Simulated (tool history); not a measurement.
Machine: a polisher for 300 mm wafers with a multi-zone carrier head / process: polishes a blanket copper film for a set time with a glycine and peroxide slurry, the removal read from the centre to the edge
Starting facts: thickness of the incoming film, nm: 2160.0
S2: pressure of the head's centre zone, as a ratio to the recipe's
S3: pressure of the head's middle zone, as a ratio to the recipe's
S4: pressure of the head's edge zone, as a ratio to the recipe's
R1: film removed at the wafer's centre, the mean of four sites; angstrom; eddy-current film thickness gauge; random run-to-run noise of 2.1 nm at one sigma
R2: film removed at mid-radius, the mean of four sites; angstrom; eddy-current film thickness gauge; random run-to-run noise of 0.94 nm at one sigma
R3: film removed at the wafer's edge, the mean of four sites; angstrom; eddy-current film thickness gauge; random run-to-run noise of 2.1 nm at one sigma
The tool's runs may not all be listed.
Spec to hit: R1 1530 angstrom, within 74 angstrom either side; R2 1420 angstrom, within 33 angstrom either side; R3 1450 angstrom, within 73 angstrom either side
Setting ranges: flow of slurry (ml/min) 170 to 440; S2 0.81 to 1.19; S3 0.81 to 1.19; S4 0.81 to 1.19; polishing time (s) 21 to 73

run 1 hour=0 | flow_of_slurry_(ml/min)=280 S2=1 S3=1 S4=1 polishing_time_(s)=47 | R1=1893 R2=1901 R3=1864.6
run 2 hour=7.2 | flow_of_slurry_(ml/min)=275 S2=0.99 S3=0.97 S4=0.97 polishing_time_(s)=45 | R1=1809.1 R2=1783.8 R3=1741.2
run 3 hour=15.5 | flow_of_slurry_(ml/min)=270 S2=0.98 S3=0.94 S4=0.95 polishing_time_(s)=44 | R1=1715.6 R2=1685.7 R3=1709.8
run 4 hour=18.8 | flow_of_slurry_(ml/min)=270 S2=0.98 S3=0.93 S4=0.93 polishing_time_(s)=43 | R1=1687.4 R2=1640 R3=1671
run 5 hour=22.1 | flow_of_slurry_(ml/min)=270 S2=0.98 S3=0.92 S4=0.91 polishing_time_(s)=42 | R1=1617.2 R2=1590.7 R3=1611
run 6 hour=27 | flow_of_slurry_(ml/min)=270 S2=0.98 S3=0.97 S4=0.91 polishing_time_(s)=42 | R1=1645.2 R2=1650.9 R3=1621.9
run 7 hour=32.6 | flow_of_slurry_(ml/min)=270 S2=0.99 S3=0.95 S4=0.9 polishing_time_(s)=41 | R1=1616.1 R2=1592.9 R3=1579
run 8 hour=39.4 | flow_of_slurry_(ml/min)=245 S2=1 S3=0.85 S4=0.81 polishing_time_(s)=39 | R1=1544.1 R2=1357.1 R3=1405.7

Which single option among these 5 for the next run brings every result within its allowed miss of target? Just one does.
run A hour=46.2 | flow_of_slurry_(ml/min)=235 S2=1.09 S3=0.81 S4=0.81 polishing_time_(s)=38 | R1=? R2=? R3=?
run B hour=46.2 | flow_of_slurry_(ml/min)=220 S2=1.01 S3=0.81 S4=0.83 polishing_time_(s)=39 | R1=? R2=? R3=?
run C hour=46.2 | flow_of_slurry_(ml/min)=255 S2=0.99 S3=0.88 S4=0.82 polishing_time_(s)=39 | R1=? R2=? R3=?
run D hour=46.2 | flow_of_slurry_(ml/min)=280 S2=1 S3=0.81 S4=0.81 polishing_time_(s)=39 | R1=? R2=? R3=?
run E hour=46.2 | flow_of_slurry_(ml/min)=330 S2=0.91 S3=0.85 S4=0.85 polishing_time_(s)=42 | R1=? R2=? R3=?

move=A R1=1575.4 R2=1260 R3=1390.5
move=B R1=1490.2 R2=1285.1 R3=1435.3
move=C R1=1486 R2=1395.8 R3=1441.9
move=D R1=1514 R2=1315 R3=1444.8
move=E R1=1510.9 R2=1493.9 R3=1605
A: further off than the last run
B: further off than the last run
C: all results land within tolerance of their targets
D: further off than the last run
E: takes the biggest miss from the last run beyond its target
The right move is C.

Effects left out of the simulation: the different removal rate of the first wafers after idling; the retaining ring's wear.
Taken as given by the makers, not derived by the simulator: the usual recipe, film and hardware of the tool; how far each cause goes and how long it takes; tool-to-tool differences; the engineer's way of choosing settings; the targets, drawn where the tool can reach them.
